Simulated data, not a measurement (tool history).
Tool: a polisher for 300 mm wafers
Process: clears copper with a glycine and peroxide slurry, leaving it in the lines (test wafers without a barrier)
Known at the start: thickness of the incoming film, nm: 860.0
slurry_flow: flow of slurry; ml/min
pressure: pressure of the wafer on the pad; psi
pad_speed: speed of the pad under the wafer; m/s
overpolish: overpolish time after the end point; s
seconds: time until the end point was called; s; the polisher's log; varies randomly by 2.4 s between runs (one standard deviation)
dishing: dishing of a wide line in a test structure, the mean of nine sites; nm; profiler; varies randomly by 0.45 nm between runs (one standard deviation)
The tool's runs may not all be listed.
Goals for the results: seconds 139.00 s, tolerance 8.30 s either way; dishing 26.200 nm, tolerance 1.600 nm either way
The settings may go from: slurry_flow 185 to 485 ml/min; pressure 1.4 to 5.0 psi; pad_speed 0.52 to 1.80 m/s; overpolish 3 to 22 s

run	hour	slurry_flow	pressure	pad_speed	overpolish	seconds	dishing
1	0.0	310	3.2	1.16	11	115.89	44.147
2	4.0	310	3.1	1.16	10	117.46	41.110
3	8.7	310	3.0	1.16	9	118.78	37.232
4	13.9	240	3.0	1.16	9	121.15	36.790
5	16.5	240	3.4	1.16	9	112.31	39.750
6	18.1	240	3.2	1.16	9	117.57	37.898
7	20.9	240	3.1	1.16	9	120.89	37.529
8	24.5	240	2.5	1.14	5	139.83	19.178

Next run, 5 choices. One meets every target within its allowed miss, the rest don't. Which?
A	28.1	205	2.6	1.08	9	?	?
B	28.1	200	2.9	1.00	7	?	?
C	28.1	225	2.4	1.16	9	?	?
D	28.1	255	2.4	1.16	9	?	?
E	28.1	290	2.4	1.20	3	?	?

move	seconds	dishing
A	145.12	32.264
B	141.36	26.654
C	144.84	32.198
D	142.51	32.642
E	137.81	12.482
A: pushes the last run's worst result past its target
B: hits every target within its allowed miss
C: pushes the last run's worst result past its target
D: pushes the last run's worst result past its target
E: the biggest miss grows against the last run
Move B is the one to make.

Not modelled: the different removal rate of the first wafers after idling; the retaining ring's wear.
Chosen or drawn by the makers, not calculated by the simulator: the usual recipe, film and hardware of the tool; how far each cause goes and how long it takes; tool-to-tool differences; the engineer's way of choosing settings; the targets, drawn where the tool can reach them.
